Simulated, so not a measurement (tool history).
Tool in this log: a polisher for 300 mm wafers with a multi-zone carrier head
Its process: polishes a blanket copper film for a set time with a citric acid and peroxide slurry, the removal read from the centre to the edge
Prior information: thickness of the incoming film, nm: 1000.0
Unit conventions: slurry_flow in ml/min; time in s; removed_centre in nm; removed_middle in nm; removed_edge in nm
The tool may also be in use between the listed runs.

Run 1, day 0.000: slurry_flow 270 ml/min, centre_zone 1.00, middle_zone 1.00, edge_zone 1.00, slurry_solids 1.00, time 83 s. Result: removed_centre 201.45 nm, removed_middle 196.89 nm, removed_edge 189.24 nm.
Run 2, day 0.371: slurry_flow 265 ml/min, centre_zone 1.00, middle_zone 0.97, edge_zone 0.98, slurry_solids 0.95, time 83 s. Result: removed_centre 201.18 nm, removed_middle 188.91 nm, removed_edge 183.85 nm.
Run 3, day 0.425: slurry_flow 260 ml/min, centre_zone 1.00, middle_zone 0.95, edge_zone 0.98, slurry_solids 0.95, time 83 s. Result: removed_centre 199.12 nm, removed_middle 185.99 nm, removed_edge 186.63 nm.
Run 4, day 0.596: slurry_flow 260 ml/min, centre_zone 1.00, middle_zone 0.95, edge_zone 0.98, slurry_solids 1.15, time 83 s. Result: removed_centre 204.70 nm, removed_middle 193.93 nm, removed_edge 194.49 nm.
Run 5, day 0.779: slurry_flow 215 ml/min, centre_zone 1.00, middle_zone 0.95, edge_zone 0.98, slurry_solids 1.15, time 83 s. Result: removed_centre 202.72 nm, removed_middle 188.42 nm, removed_edge 192.16 nm.
At day 0.933: edge zone pressure recalibrated.
Run 6, day 0.933: slurry_flow 215 ml/min, centre_zone 1.00, middle_zone 0.95, edge_zone 0.98, slurry_solids 1.00, time 83 s. Result: removed_centre 195.73 nm, removed_middle 180.74 nm, removed_edge 194.21 nm.
Run 7, day 1.258: slurry_flow 220 ml/min, centre_zone 1.00, middle_zone 0.93, edge_zone 0.96, slurry_solids 0.95, time 83 s. Result: removed_centre 194.99 nm, removed_middle 177.79 nm, removed_edge 190.40 nm.
Run 8, day 1.617: slurry_flow 230 ml/min, centre_zone 1.01, middle_zone 0.92, edge_zone 0.95, slurry_solids 0.90, time 82 s. Result: removed_centre 194.41 nm, removed_middle 174.19 nm, removed_edge 184.91 nm.

The next listed run, before its measurement:
Run 9, day 1.696: slurry_flow 235 ml/min, centre_zone 1.02, middle_zone 0.91, edge_zone 0.94, slurry_solids 0.85, time 82 s. Result: removed_centre ?, removed_middle ?, removed_edge ?.

Run 9 yielded removed_centre 193.54 nm, removed_middle 169.60 nm, removed_edge 183.50 nm.

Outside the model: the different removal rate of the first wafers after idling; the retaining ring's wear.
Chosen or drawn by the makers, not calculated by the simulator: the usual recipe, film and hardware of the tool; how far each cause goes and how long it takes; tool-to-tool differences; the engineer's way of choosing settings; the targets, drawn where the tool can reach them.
